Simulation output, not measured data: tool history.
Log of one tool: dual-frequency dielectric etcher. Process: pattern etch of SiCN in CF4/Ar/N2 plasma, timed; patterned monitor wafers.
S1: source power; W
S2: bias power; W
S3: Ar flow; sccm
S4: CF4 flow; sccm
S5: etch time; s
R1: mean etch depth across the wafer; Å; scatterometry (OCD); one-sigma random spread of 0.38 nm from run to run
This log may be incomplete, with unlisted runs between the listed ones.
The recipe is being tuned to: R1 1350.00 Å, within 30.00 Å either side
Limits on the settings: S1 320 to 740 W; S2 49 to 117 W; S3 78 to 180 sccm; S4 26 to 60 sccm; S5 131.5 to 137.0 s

run  hour   S1  S2   S3  S4     S5       R1
  1   0.0  530  83  129  43  131.5  1231.80
  2   1.0  530  83  149  43  131.5  1207.40
  3  10.0  530  83  159  43  131.5  1191.90
  4  17.1  540  83  159  43  131.5  1215.90
  5  24.6  460  83  159  43  131.5  1052.30
  6  25.9  480  83  159  43  131.5  1096.40
  7  31.9  500  83  159  43  131.5  1131.00
  8  35.1  520  83  159  43  131.5  1173.80

Of the 5 settings listed for the next run, only one would bring every result within its allowed miss of target. Which one?
  A  38.3  420  94  166  52  133.0   ?
  B  38.3  540  85  156  40  137.0   ?
  C  38.3  400  94  177  54  131.5   ?
  D  38.3  470  70  160  44  135.0   ?
  E  38.3  580  83  128  44  133.5   ?

move       R1
   A  1044.30
   B  1271.20
   C   982.59
   D  1020.60
   E  1358.30
A: moves away from the targets compared with the last run
B: better than the last run, though not everything is in spec
C: moves away from the targets compared with the last run
D: moves away from the targets compared with the last run
E: hits every target within its allowed miss
Move E is the one to make.
